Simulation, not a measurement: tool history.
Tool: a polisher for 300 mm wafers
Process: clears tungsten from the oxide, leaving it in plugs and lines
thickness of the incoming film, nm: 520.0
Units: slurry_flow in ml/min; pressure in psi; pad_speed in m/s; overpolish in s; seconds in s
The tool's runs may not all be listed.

run 1 hour=0 | slurry_flow=270 pressure=4.4 pad_speed=1.22 slurry_solids=1 overpolish=38 | seconds=88.268
run 2 hour=5.3 | slurry_flow=300 pressure=4.4 pad_speed=1.22 slurry_solids=1 overpolish=38 | seconds=88.523
run 3 hour=10.2 | slurry_flow=300 pressure=5.4 pad_speed=1.22 slurry_solids=1 overpolish=38 | seconds=70.772
run 4 hour=15.7 | slurry_flow=300 pressure=5.5 pad_speed=1.22 slurry_solids=1 overpolish=38 | seconds=72.186
run 5 hour=16.5 | slurry_flow=300 pressure=6 pad_speed=1.22 slurry_solids=1 overpolish=38 | seconds=65.205
run 6 hour=23.3 | slurry_flow=300 pressure=6 pad_speed=1.22 slurry_solids=1 overpolish=40 | seconds=64.922
run 7 hour=29.1 | slurry_flow=300 pressure=6.1 pad_speed=1.22 slurry_solids=1 overpolish=40 | seconds=64.755
run 8 hour=30.9 | slurry_flow=300 pressure=6.2 pad_speed=1.22 slurry_solids=1 overpolish=40 | seconds=62.924
run 9 hour=33.2 | slurry_flow=300 pressure=6.3 pad_speed=1.22 slurry_solids=1 overpolish=40 | seconds=61.179

Forecast run 10:
run 10 hour=37.7 | slurry_flow=300 pressure=6.5 pad_speed=1.22 slurry_solids=1 overpolish=40 | seconds=?

seconds: 60.47 s
